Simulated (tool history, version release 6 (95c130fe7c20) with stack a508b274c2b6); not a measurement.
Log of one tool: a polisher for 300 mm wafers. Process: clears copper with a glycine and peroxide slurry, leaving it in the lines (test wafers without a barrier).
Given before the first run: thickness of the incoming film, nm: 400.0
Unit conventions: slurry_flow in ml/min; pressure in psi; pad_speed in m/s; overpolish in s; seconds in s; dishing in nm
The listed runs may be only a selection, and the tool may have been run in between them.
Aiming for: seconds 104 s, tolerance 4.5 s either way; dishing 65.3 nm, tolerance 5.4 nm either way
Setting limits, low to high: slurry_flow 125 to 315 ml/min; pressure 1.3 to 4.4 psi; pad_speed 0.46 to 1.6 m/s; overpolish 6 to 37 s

{"run": 1, "hour": 0.0, "slurry_flow": 205, "pressure": 2.8, "pad_speed": 1.02, "overpolish": 19, "seconds": 63.979, "dishing": 67.048}
{"run": 2, "hour": 7.8, "slurry_flow": 205, "pressure": 2.8, "pad_speed": 1.22, "overpolish": 19, "seconds": 55.082, "dishing": 72.842}
{"run": 3, "hour": 9.1, "slurry_flow": 205, "pressure": 2.4, "pad_speed": 1.16, "overpolish": 21, "seconds": 63.343, "dishing": 70.727}
{"run": 4, "hour": 14.2, "slurry_flow": 205, "pressure": 2.1, "pad_speed": 1.1, "overpolish": 23, "seconds": 72.409, "dishing": 68.508}
{"run": 5, "hour": 20.7, "slurry_flow": 205, "pressure": 2.1, "pad_speed": 1.1, "overpolish": 30, "seconds": 72.9, "dishing": 80.27}
{"run": 6, "hour": 22.8, "slurry_flow": 205, "pressure": 1.9, "pad_speed": 1.06, "overpolish": 30, "seconds": 81.172, "dishing": 74.099}
{"run": 7, "hour": 24.2, "slurry_flow": 205, "pressure": 1.9, "pad_speed": 1.06, "overpolish": 30, "seconds": 79.781, "dishing": 77.655}
{"run": 8, "hour": 24.9, "slurry_flow": 205, "pressure": 1.8, "pad_speed": 1.04, "overpolish": 30, "seconds": 85.214, "dishing": 71.315}
{"run": 9, "hour": 26.7, "slurry_flow": 205, "pressure": 1.7, "pad_speed": 1.02, "overpolish": 31, "seconds": 88.237, "dishing": 71.415}
{"run": 10, "hour": 35.5, "slurry_flow": 200, "pressure": 1.3, "pad_speed": 0.94, "overpolish": 32, "seconds": 113.28, "dishing": 60.129}
{"run": 11, "hour": 39.0, "slurry_flow": 200, "pressure": 1.3, "pad_speed": 0.94, "overpolish": 32, "seconds": 111.51, "dishing": 62.768}
{"run": 12, "hour": 47.1, "slurry_flow": 205, "pressure": 1.6, "pad_speed": 0.94, "overpolish": 31, "seconds": 99.572, "dishing": 67.107}
{"run": 13, "hour": 53.5, "slurry_flow": 200, "pressure": 1.6, "pad_speed": 0.94, "overpolish": 31, "seconds": 98.262, "dishing": 65.097}

Next run, 4 choices. One meets every target within its allowed miss, the rest don't. Which?
{"run": "A", "hour": 59.9, "slurry_flow": 125, "pressure": 2.2, "pad_speed": 0.76, "overpolish": 31, "seconds": "?", "dishing": "?"}
{"run": "B", "hour": 59.9, "slurry_flow": 205, "pressure": 1.5, "pad_speed": 1.06, "overpolish": 31, "seconds": "?", "dishing": "?"}
{"run": "C", "hour": 59.9, "slurry_flow": 140, "pressure": 1.8, "pad_speed": 1.14, "overpolish": 24, "seconds": "?", "dishing": "?"}
{"run": "D", "hour": 59.9, "slurry_flow": 185, "pressure": 1.5, "pad_speed": 1.06, "overpolish": 30, "seconds": "?", "dishing": "?"}

move=A seconds=102.75 dishing=66.937
move=B seconds=93.141 dishing=68.067
move=C seconds=83.799 dishing=62.234
move=D seconds=94.579 dishing=65.958
A: hits every target within its allowed miss
B: moves away from the targets compared with the last run
C: moves away from the targets compared with the last run
D: moves away from the targets compared with the last run
Correct choice: A, which meets every target
